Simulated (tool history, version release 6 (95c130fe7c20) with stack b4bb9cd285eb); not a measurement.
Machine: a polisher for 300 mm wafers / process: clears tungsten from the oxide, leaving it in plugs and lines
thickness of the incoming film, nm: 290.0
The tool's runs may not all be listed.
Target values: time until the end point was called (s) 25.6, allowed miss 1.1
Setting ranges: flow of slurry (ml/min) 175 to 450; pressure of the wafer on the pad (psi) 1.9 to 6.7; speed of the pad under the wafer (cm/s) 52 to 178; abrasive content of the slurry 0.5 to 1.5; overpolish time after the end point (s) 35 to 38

run	hour	flow of slurry (ml/min)	pressure of the wafer on the pad (psi)	speed of the pad under the wafer (cm/s)	abrasive content of the slurry	overpolish time after the end point (s)	time until the end point was called (s)
1	0	290	4.3	114	1	35	39.864
2	8	290	5.2	114	1	35	32.853
3	16.1	290	5.2	92	1	35	39.47
4	24	290	5.2	92	1	35	41.24
5	28.2	290	6.1	92	1	35	34.105
6	36	290	6.2	96	1	35	32.862
7	43.3	290	6.3	100	1	35	30.97
8	46.3	290	6.4	102	1	35	30.346
9	50.7	290	6.5	106	1	35	28.667

Consider the 4 candidate settings below. Which is the only one whose results all fall within their allowed miss of target?
A	55.1	295	6.6	118	0.85	37	?
B	55.1	320	6.7	102	0.85	35	?
C	55.1	250	6.7	102	1.15	38	?
D	55.1	310	6.5	108	1	35	?

move	time until the end point was called (s)
A	25.699
B	28.936
C	28.248
D	27.555
A: in spec on every target
B: misses by more than the last run did
C: nearer the targets than the last run, but a result is still out of spec
D: nearer the targets than the last run, but a result is still out of spec
A is the move that brings every result within its allowed miss.
